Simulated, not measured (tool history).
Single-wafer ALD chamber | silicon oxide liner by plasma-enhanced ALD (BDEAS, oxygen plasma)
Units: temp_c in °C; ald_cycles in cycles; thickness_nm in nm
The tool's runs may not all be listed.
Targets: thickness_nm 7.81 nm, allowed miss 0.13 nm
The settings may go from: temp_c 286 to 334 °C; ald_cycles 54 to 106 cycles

run	hour	temp_c	ald_cycles	thickness_nm
1	0	310	80	7.1006
2	2	310	75	6.748
3	10.5	310	67	5.9549
4	18.4	310	62	5.508
5	21.9	310	54	4.8008
# hour 24.6: thermocouple changed; heater temperature recalibrated
6	24.6	305	54	4.838
7	25.8	305	61	5.4489
8	33.8	301	74	6.6505
9	37.3	301	76	6.8584
10	46.2	301	78	6.9893
11	52.1	301	80	7.1917
12	57	301	81	7.2586
13	62.3	301	82	7.3981

4 next moves are on the table. One of them brings every result within its allowed miss. Which?
A	67.6	294	84	?
B	67.6	303	90	?
C	67.6	297	77	?
D	67.6	299	76	?

move	thickness_nm
A	7.7164
B	8.0031
C	6.9875
D	6.8403
A: meets every target
B: takes the result that was furthest off past its target
C: further off than the last run
D: further off than the last run
Move A is the one to make.

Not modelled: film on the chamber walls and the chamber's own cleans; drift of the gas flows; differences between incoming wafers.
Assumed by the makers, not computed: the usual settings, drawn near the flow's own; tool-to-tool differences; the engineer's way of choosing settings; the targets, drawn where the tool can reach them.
